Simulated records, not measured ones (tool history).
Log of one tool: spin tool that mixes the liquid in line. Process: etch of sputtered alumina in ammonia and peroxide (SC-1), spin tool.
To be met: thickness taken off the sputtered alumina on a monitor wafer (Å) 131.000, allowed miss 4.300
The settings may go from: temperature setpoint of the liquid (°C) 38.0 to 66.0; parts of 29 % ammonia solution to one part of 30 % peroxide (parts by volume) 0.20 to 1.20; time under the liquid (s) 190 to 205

| run | hour | temperature setpoint of the liquid (°C) | parts of 29 % ammonia solution to one part of 30 % peroxide (parts by volume) | time under the liquid (s) | thickness taken off the sputtered alumina on a monitor wafer (Å) |
|---|---|---|---|---|---|
| 1 | 0.0 | 50.0 | 0.90 | 190 | 87.046 |
| 2 | 7.2 | 47.5 | 0.90 | 190 | 76.277 |
| 3 | 10.2 | 43.0 | 0.90 | 190 | 58.662 |
| 4 | 10.7 | 45.0 | 0.90 | 190 | 65.962 |
| 5 | 16.9 | 45.0 | 0.60 | 190 | 63.219 |
| 6 | 19.3 | 47.0 | 0.60 | 190 | 71.521 |
| 7 | 22.6 | 47.0 | 0.60 | 190 | 71.879 |
| 8 | 30.1 | 55.0 | 0.65 | 190 | 111.250 |

Which of these 5 next moves meets every target?
| A | 37.6 | 55.0 | 0.50 | 205 | ? |
| B | 37.6 | 51.0 | 0.55 | 190 | ? |
| C | 37.6 | 56.5 | 0.60 | 190 | ? |
| D | 37.6 | 59.5 | 0.30 | 205 | ? |
| E | 37.6 | 56.5 | 0.65 | 205 | ? |

| move | thickness taken off the sputtered alumina on a monitor wafer (Å) |
|---|---|
| A | 116.410 |
| B | 87.772 |
| C | 118.820 |
| D | 140.360 |
| E | 129.170 |
A: nearer than the last run, and not there yet
B: further off than the last run
C: nearer than the last run, and not there yet
D: takes the result that was furthest off past its target
E: meets every target
The right move is E.
